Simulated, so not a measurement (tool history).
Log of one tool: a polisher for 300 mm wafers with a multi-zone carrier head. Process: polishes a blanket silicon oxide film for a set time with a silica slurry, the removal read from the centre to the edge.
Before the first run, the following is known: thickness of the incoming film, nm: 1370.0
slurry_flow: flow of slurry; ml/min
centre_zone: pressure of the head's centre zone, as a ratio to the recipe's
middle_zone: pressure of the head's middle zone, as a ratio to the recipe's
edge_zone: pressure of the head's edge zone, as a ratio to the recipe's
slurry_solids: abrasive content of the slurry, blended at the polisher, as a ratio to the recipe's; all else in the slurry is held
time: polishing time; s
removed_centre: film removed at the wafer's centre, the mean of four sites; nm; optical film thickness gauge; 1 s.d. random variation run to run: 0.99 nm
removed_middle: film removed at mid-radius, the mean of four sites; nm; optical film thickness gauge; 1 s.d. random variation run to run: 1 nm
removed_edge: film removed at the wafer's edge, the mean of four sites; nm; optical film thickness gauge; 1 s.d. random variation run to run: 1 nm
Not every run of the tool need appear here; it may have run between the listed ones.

| run | hour | slurry_flow | centre_zone | middle_zone | edge_zone | slurry_solids | time | removed_centre | removed_middle | removed_edge |
|---|---|---|---|---|---|---|---|---|---|---|
| 1 | 0.0 | 310 | 1.00 | 1.00 | 1.00 | 1.00 | 35 | 113.410 | 115.420 | 116.550 |
| 2 | 5.1 | 310 | 1.00 | 0.98 | 0.98 | 0.90 | 34 | 102.860 | 104.540 | 104.840 |
| 3 | 10.1 | 310 | 1.00 | 0.98 | 0.98 | 1.00 | 34 | 108.640 | 107.230 | 112.330 |
| 4 | 18.6 | 310 | 1.00 | 0.96 | 0.96 | 0.90 | 33 | 99.325 | 99.524 | 100.740 |
| 5 | 22.0 | 310 | 1.00 | 0.93 | 0.95 | 0.80 | 33 | 92.018 | 90.495 | 92.348 |
| 6 | 24.8 | 245 | 1.00 | 0.93 | 0.95 | 0.80 | 33 | 91.405 | 87.709 | 92.077 |
| 7 | 30.6 | 245 | 1.00 | 0.91 | 0.93 | 0.75 | 33 | 87.145 | 82.406 | 88.002 |
| 8 | 37.0 | 250 | 1.00 | 0.90 | 0.92 | 0.70 | 33 | 84.181 | 79.730 | 85.669 |
|  | 38.3 | slurry nozzle cleaned |
| 9 | 38.3 | 255 | 1.01 | 0.90 | 0.91 | 0.65 | 33 | 83.864 | 78.799 | 81.214 |
| 10 | 40.5 | 255 | 1.00 | 0.89 | 0.90 | 0.65 | 33 | 83.190 | 78.548 | 81.601 |

Estimate the outcome of run 11 from the log above:
| 11 | 44.9 | 255 | 1.00 | 0.88 | 0.87 | 0.50 | 32 | ? | ? | ? |

removed_centre: 66.709 nm
removed_middle: 63.400 nm
removed_edge: 64.132 nm

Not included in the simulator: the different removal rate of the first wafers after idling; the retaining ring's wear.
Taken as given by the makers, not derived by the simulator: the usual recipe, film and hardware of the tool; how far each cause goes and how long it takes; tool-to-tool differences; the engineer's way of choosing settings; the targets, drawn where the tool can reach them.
